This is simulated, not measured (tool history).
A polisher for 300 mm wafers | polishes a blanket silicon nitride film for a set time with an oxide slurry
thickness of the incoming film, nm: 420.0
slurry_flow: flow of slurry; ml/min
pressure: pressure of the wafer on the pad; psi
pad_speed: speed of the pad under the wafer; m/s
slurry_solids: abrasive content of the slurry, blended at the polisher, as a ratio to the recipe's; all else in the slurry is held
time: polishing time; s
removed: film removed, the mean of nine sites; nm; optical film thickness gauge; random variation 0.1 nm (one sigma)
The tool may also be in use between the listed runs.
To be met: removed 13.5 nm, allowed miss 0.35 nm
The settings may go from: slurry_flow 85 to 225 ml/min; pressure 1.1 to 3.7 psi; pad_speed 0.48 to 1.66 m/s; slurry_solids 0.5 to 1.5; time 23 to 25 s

run,hour,slurry_flow,pressure,pad_speed,slurry_solids,time,removed
1,0,145,2.4,1.06,1,25,9.4
2,8.4,145,2.4,1.06,1,25,9.3107
3,14.5,155,2.6,1.06,1,25,10.267
4,19.9,160,2.8,1.06,1,25,10.842
5,28.8,160,2.6,1.06,1,25,10.133
6,34.3,160,2.8,1.06,1,25,10.931
7,36.8,160,2.9,1.06,1,25,11.203
8,37.9,165,3,1.06,1,25,11.689
9,38.5,170,3.1,1.06,1,25,12.02
10,47.3,170,3.2,1.06,1,25,12.436
11,53,200,3.3,1.06,1,25,12.97

Which of these 5 next moves meets every target?
A,58.7,195,3.4,1.04,1.05,25,?
B,58.7,210,3.2,1,1.05,25,?
C,58.7,205,3.6,1.1,0.9,23,?
D,58.7,190,2.8,1.2,1.15,24,?
E,58.7,205,3.4,1.14,1,25,?

move,removed
A,13.198
B,12.276
C,12.642
D,12.234
E,13.962
A: meets every target
B: further off than the last run
C: further off than the last run
D: further off than the last run
E: takes the result that was furthest off past its target
Answer: A
